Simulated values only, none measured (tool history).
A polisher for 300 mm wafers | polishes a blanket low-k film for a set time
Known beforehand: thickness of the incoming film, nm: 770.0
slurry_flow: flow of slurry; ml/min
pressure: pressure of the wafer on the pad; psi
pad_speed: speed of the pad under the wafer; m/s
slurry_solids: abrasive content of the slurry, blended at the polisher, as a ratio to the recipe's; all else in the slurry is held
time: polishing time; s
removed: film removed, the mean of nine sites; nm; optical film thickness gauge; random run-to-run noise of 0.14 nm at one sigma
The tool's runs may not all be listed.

run  hour  slurry_flow  pressure  pad_speed  slurry_solids  time  removed
  1     0          155       1.3       0.98              1   111   32.173
  2   8.4          155       1.3       0.98              1   111   31.533
  3  15.2          155       1.3       0.98              1   111   32.092
  4  16.8          155       1.3       0.98              1   111   31.902
  5  22.2          150       1.2       0.98              1   111    29.73
  6  24.8          150       1.1       0.98              1   111   27.237

Forecast run 7:
  7  28.3          150       1.1       0.98              1   111        ?

{"run 7": {"removed": 27.427}}

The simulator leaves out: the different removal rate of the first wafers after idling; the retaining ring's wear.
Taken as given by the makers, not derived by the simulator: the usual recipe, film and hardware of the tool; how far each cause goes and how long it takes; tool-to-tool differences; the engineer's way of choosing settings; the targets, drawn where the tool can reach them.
